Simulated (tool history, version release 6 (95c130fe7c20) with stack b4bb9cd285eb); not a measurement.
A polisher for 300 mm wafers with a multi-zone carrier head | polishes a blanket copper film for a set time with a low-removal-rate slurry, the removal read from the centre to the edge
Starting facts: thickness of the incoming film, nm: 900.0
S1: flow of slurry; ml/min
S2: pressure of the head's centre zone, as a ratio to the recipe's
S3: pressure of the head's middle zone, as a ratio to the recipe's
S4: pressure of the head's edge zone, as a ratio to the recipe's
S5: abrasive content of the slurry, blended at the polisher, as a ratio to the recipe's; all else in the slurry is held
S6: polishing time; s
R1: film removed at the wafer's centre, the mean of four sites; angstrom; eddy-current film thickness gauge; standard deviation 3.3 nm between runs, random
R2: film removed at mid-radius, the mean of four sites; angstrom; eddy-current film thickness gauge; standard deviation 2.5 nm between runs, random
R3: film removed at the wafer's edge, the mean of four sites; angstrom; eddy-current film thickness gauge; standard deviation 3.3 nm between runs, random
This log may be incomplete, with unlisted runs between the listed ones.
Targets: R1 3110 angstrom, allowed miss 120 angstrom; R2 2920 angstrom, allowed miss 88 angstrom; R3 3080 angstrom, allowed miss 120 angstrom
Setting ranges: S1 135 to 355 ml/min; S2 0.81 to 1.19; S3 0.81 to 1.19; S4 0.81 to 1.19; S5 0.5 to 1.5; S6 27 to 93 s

run,hour,S1,S2,S3,S4,S5,S6,R1,R2,R3
1,0,225,1,1,1,1,59,2337.6,2244.5,2342.8
2,1,225,1,0.96,1,1,59,2297.7,2159.8,2310.5
3,8.7,235,1.03,1,1.05,1.15,60,2468,2367.1,2433.8
4,10.4,235,1.03,0.93,1.05,1.15,60,2537.2,2191,2480.1
5,11.2,235,1.03,0.93,1.05,1.15,71,2938,2604,2920
6,15.4,235,1,0.93,1.05,1.15,71,2865.5,2606.3,2933.3
7,24,250,1.01,0.95,1.06,1.2,71,2930.3,2701.6,2974.6
8,32.8,260,1.02,0.96,1.07,1.25,71,2950.7,2778.6,3035.8

Which one of the following 5 next-run settings gets every result inside its allowed miss? There is exactly one.
A,41.6,255,0.98,0.92,1.09,1.35,71,?,?,?
B,41.6,270,1.04,0.92,1.12,1.3,70,?,?,?
C,41.6,235,1.02,0.97,1.02,1.15,76,?,?,?
D,41.6,225,1.19,0.98,1,1.4,68,?,?,?
E,41.6,235,1.09,1.05,1.13,1.4,62,?,?,?

move,R1,R2,R3
A,2926.7,2689.3,3074.3
B,3033,2648,3057.2
C,3099.8,2880.5,3073.6
D,3273.6,2688.9,2828.4
E,2787.8,2615.6,2719.1
A: moves away from the targets compared with the last run
B: moves away from the targets compared with the last run
C: every result lands within tolerance
D: moves away from the targets compared with the last run
E: moves away from the targets compared with the last run
Move C is the one to make.
